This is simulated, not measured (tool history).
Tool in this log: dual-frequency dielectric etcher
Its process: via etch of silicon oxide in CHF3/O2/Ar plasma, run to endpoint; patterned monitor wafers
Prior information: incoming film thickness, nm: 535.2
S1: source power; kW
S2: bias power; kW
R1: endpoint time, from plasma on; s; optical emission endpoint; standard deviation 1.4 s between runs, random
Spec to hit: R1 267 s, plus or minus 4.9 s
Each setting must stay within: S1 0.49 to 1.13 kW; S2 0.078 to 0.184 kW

run,hour,S1,S2,R1
1,0,0.81,0.131,299.98
2,5.8,0.87,0.133,289.5
3,8,0.97,0.133,281.24
4,12.7,0.86,0.133,291.81
5,21.6,0.79,0.133,303.81
6,22.8,0.68,0.133,317.1
7,24.9,0.77,0.136,302.87
8,33.2,0.84,0.139,294.33

5 next moves are on the table. One of them brings every result within its allowed miss. Which?
A,41.5,1.03,0.173,?
B,41.5,1.08,0.165,?
C,41.5,1.02,0.148,?
D,41.5,1.1,0.164,?
E,41.5,1.13,0.14,?

move,R1
A,255.86
B,254.32
C,267.27
D,252.91
E,260.3
A: the result that was furthest off in the last run now lies on the other side of its target
B: the result that was furthest off in the last run now lies on the other side of its target
C: meets every target
D: the result that was furthest off in the last run now lies on the other side of its target
E: the result that was furthest off in the last run now lies on the other side of its target
So the answer is move C, the one that meets all the targets.

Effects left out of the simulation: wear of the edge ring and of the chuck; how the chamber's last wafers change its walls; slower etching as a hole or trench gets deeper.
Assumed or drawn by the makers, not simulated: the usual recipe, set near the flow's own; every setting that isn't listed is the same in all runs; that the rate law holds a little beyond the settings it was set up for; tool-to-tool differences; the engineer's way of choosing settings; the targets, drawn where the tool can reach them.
